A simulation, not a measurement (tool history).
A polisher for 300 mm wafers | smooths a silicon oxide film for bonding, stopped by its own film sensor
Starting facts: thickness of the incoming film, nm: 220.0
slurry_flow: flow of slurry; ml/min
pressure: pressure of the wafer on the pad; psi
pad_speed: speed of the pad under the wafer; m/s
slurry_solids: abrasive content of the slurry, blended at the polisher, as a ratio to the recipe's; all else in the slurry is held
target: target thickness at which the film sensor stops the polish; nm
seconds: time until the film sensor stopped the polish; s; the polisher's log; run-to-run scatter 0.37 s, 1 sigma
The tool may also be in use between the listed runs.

run 1 hour=0 | slurry_flow=275 pressure=2.3 pad_speed=0.98 slurry_solids=1 target=149 | seconds=78.169
run 2 hour=2.6 | slurry_flow=275 pressure=2.3 pad_speed=0.98 slurry_solids=1 target=149 | seconds=78.04
run 3 hour=6.5 | slurry_flow=275 pressure=2.6 pad_speed=0.98 slurry_solids=1 target=149 | seconds=69.541
run 4 hour=14.1 | slurry_flow=275 pressure=2.4 pad_speed=0.98 slurry_solids=1 target=149 | seconds=75.21
run 5 hour=21.3 | slurry_flow=230 pressure=2.4 pad_speed=0.98 slurry_solids=1 target=149 | seconds=77.244
run 6 hour=28.7 | slurry_flow=230 pressure=2.4 pad_speed=0.98 slurry_solids=1 target=149 | seconds=76.974
run 7 hour=31.8 | slurry_flow=240 pressure=2.7 pad_speed=0.98 slurry_solids=1 target=149 | seconds=67.144
run 8 hour=37.3 | slurry_flow=250 pressure=2.9 pad_speed=0.98 slurry_solids=1 target=149 | seconds=63.475

Run 9 is up next; what results do you expect?
run 9 hour=42.8 | slurry_flow=250 pressure=3.5 pad_speed=1.12 slurry_solids=1 target=149 | seconds=?

seconds: 47.652 s
